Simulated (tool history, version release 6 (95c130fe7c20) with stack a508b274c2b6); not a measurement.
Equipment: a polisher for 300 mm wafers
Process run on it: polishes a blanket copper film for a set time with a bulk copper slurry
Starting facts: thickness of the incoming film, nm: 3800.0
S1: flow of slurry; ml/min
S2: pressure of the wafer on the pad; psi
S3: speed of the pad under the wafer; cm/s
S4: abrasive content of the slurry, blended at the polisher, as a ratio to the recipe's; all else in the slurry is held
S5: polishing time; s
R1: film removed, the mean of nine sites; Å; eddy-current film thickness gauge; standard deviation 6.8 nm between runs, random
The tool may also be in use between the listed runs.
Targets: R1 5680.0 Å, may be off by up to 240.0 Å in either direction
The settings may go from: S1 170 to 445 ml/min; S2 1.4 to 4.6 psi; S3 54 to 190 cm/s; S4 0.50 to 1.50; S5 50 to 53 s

run	hour	S1	S2	S3	S4	S5	R1
1	0.0	285	3.0	122	1.00	50	6952.6
2	3.8	285	3.0	122	1.15	50	7299.2
3	8.7	285	3.7	122	1.15	50	8220.9
4	14.7	285	3.5	120	1.15	50	7888.0
5	18.9	285	3.8	120	1.15	50	8493.7
6	20.5	285	3.6	120	1.15	50	8069.9
7	27.3	285	3.4	120	1.15	50	7942.5
8	31.6	285	2.6	112	1.15	50	6285.3

4 candidate next runs follow, results not yet known. Just one meets every target within its allowed miss. Identify it.
A	35.9	225	2.8	86	0.95	53	?
B	35.9	310	3.1	102	1.15	53	?
C	35.9	275	2.8	140	1.05	53	?
D	35.9	295	2.2	128	1.15	52	?

move	R1
A	5557.8
B	7025.8
C	7697.9
D	6353.0
A: every result within its allowed miss
B: further off than the last run
C: further off than the last run
D: further off than the last run
Answer: A
